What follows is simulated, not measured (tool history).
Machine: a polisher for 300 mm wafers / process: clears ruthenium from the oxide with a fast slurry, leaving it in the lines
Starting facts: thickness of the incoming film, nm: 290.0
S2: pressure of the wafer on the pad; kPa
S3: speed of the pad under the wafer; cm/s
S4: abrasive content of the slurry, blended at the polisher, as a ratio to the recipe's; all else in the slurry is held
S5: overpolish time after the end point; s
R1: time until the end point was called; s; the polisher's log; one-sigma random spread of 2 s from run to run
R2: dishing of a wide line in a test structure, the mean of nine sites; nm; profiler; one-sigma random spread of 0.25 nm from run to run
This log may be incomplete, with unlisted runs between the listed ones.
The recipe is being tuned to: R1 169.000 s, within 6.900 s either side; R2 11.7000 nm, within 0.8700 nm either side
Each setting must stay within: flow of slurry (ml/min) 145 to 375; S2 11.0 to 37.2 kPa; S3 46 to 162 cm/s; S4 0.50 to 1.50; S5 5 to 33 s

run 1 hour=0.0 | flow_of_slurry_(ml/min)=240 S2=24.1 S3=104 S4=1.00 S5=17 | R1=67.908 R2=59.5220
run 2 hour=3.4 | flow_of_slurry_(ml/min)=260 S2=24.1 S3=104 S4=1.00 S5=17 | R1=68.086 R2=58.7910
run 3 hour=7.5 | flow_of_slurry_(ml/min)=270 S2=22.8 S3=98 S4=1.00 S5=16 | R1=75.518 R2=52.1460
run 4 hour=8.4 | flow_of_slurry_(ml/min)=280 S2=22.1 S3=94 S4=1.00 S5=15 | R1=80.776 R2=45.8960
run 5 hour=13.8 | flow_of_slurry_(ml/min)=250 S2=22.1 S3=94 S4=1.00 S5=15 | R1=80.509 R2=45.3800
run 6 hour=21.8 | flow_of_slurry_(ml/min)=250 S2=22.1 S3=94 S4=1.00 S5=10 | R1=79.845 R2=32.6090
run 7 hour=30.4 | flow_of_slurry_(ml/min)=240 S2=21.4 S3=90 S4=1.00 S5=9 | R1=85.922 R2=27.1360
run 8 hour=36.0 | flow_of_slurry_(ml/min)=240 S2=20.7 S3=88 S4=1.00 S5=9 | R1=90.575 R2=26.7220
run 9 hour=38.2 | flow_of_slurry_(ml/min)=240 S2=20.0 S3=86 S4=1.00 S5=9 | R1=96.034 R2=24.4600
run 10 hour=40.7 | flow_of_slurry_(ml/min)=240 S2=19.3 S3=84 S4=1.00 S5=9 | R1=102.430 R2=23.6020
run 11 hour=47.4 | flow_of_slurry_(ml/min)=240 S2=18.6 S3=84 S4=1.00 S5=9 | R1=103.630 R2=22.6170
run 12 hour=50.0 | flow_of_slurry_(ml/min)=240 S2=17.9 S3=82 S4=1.00 S5=9 | R1=110.140 R2=22.4160
run 13 hour=58.3 | flow_of_slurry_(ml/min)=240 S2=17.2 S3=80 S4=1.00 S5=9 | R1=115.560 R2=19.9500
run 14 hour=65.9 | flow_of_slurry_(ml/min)=240 S2=16.5 S3=80 S4=1.00 S5=9 | R1=123.670 R2=20.2530
run 15 hour=73.3 | flow_of_slurry_(ml/min)=235 S2=15.9 S3=80 S4=1.00 S5=9 | R1=126.440 R2=18.9420
run 16 hour=79.3 | flow_of_slurry_(ml/min)=235 S2=15.9 S3=80 S4=1.00 S5=9 | R1=127.590 R2=19.5570
run 17 hour=80.9 | flow_of_slurry_(ml/min)=235 S2=11.0 S3=68 S4=1.00 S5=5 | R1=202.280 R2=6.9408
run 18 hour=82.4 | flow_of_slurry_(ml/min)=230 S2=11.0 S3=68 S4=1.00 S5=5 | R1=207.900 R2=6.8973
run 19 hour=87.3 | flow_of_slurry_(ml/min)=230 S2=11.0 S3=68 S4=1.00 S5=5 | R1=203.520 R2=6.5903
run 20 hour=88.1 | flow_of_slurry_(ml/min)=230 S2=13.1 S3=68 S4=0.95 S5=7 | R1=179.580 R2=10.6090
run 21 hour=92.6 | flow_of_slurry_(ml/min)=225 S2=13.1 S3=68 S4=0.95 S5=7 | R1=182.650 R2=10.7250

Which single option among these 4 for the next run brings every result within its allowed miss of target? Just one does.
run A hour=97.1 | flow_of_slurry_(ml/min)=230 S2=13.1 S3=70 S4=1.00 S5=8 | R1=? R2=?
run B hour=97.1 | flow_of_slurry_(ml/min)=250 S2=15.9 S3=52 S4=1.15 S5=7 | R1=? R2=?
run C hour=97.1 | flow_of_slurry_(ml/min)=245 S2=14.5 S3=52 S4=0.95 S5=8 | R1=? R2=?
run D hour=97.1 | flow_of_slurry_(ml/min)=145 S2=15.9 S3=62 S4=0.95 S5=9 | R1=? R2=?

move=A R1=169.520 R2=13.3080
move=B R1=166.690 R2=11.8990
move=C R1=197.530 R2=11.4920
move=D R1=168.510 R2=14.9750
A: corrects the largest miss of the last run, while another result sits out of spec
B: each result inside its tolerance
C: further off than the last run
D: corrects the largest miss of the last run, while another result sits out of spec
Answer: B

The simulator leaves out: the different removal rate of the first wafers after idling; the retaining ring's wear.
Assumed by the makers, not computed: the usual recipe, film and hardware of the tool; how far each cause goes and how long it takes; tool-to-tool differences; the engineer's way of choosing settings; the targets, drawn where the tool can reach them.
